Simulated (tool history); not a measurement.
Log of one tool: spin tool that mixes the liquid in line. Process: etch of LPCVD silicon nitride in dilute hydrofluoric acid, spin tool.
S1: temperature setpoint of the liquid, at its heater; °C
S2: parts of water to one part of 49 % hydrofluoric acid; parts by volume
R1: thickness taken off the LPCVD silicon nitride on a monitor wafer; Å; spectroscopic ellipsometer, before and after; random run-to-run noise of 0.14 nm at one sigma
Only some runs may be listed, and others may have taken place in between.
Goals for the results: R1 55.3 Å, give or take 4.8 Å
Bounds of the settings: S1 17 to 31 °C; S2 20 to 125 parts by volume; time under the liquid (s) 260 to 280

run 1 hour=0 | S1=23 S2=70 time_under_the_liquid_(s)=260 | R1=17.201
run 2 hour=6.1 | S1=19.5 S2=70 time_under_the_liquid_(s)=260 | R1=14.041
run 3 hour=7.2 | S1=20.5 S2=65 time_under_the_liquid_(s)=260 | R1=14.558
run 4 hour=8.3 | S1=22 S2=60 time_under_the_liquid_(s)=260 | R1=19.355
run 5 hour=12.5 | S1=22 S2=80 time_under_the_liquid_(s)=260 | R1=14.015
run 6 hour=16.6 | S1=19 S2=80 time_under_the_liquid_(s)=260 | R1=11.284
run 7 hour=24.7 | S1=20 S2=75 time_under_the_liquid_(s)=260 | R1=12.95
run 8 hour=26.1 | S1=21 S2=70 time_under_the_liquid_(s)=260 | R1=14.613
run 9 hour=29.7 | S1=22 S2=65 time_under_the_liquid_(s)=260 | R1=16.646
run 10 hour=35.5 | S1=23 S2=60 time_under_the_liquid_(s)=260 | R1=20.129

Next run, 5 choices. One meets every target within its allowed miss, the rest don't. Which?
run A hour=41.3 | S1=28 S2=20 time_under_the_liquid_(s)=275 | R1=?
run B hour=41.3 | S1=30.5 S2=20 time_under_the_liquid_(s)=265 | R1=?
run C hour=41.3 | S1=20.5 S2=65 time_under_the_liquid_(s)=260 | R1=?
run D hour=41.3 | S1=24 S2=25 time_under_the_liquid_(s)=280 | R1=?
run E hour=41.3 | S1=24 S2=30 time_under_the_liquid_(s)=270 | R1=?

move=A R1=85.025
move=B R1=96.77
move=C R1=15.38
move=D R1=53.273
move=E R1=43.102
A: takes the result that was furthest off past its target
B: takes the result that was furthest off past its target
C: its largest miss is bigger than the last run's
D: meets every target
E: gains on the last run, yet a result remains outside its allowed miss
The move that meets every target is D.
